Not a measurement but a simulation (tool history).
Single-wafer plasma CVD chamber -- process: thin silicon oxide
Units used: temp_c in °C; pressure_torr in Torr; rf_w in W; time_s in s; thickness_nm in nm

run	day	temp_c	pressure_torr	rf_w	time_s	thickness_nm
1	0.000	400	0.839	265	7.34	15.855
2	0.158	400	0.864	265	7.34	16.261
3	0.242	400	0.883	265	7.34	16.479
4	0.583	409	0.883	265	7.34	16.457
5	0.862	409	0.883	265	7.34	16.515
6	1.108	409	0.899	265	7.34	16.702
7	1.217	409	0.912	265	7.34	16.918
8	1.388	409	0.922	265	7.34	17.015

The next listed run, before its measurement:
9	1.508	409	0.931	265	7.34	?

Run 9 produced thickness_nm 17.160 nm.
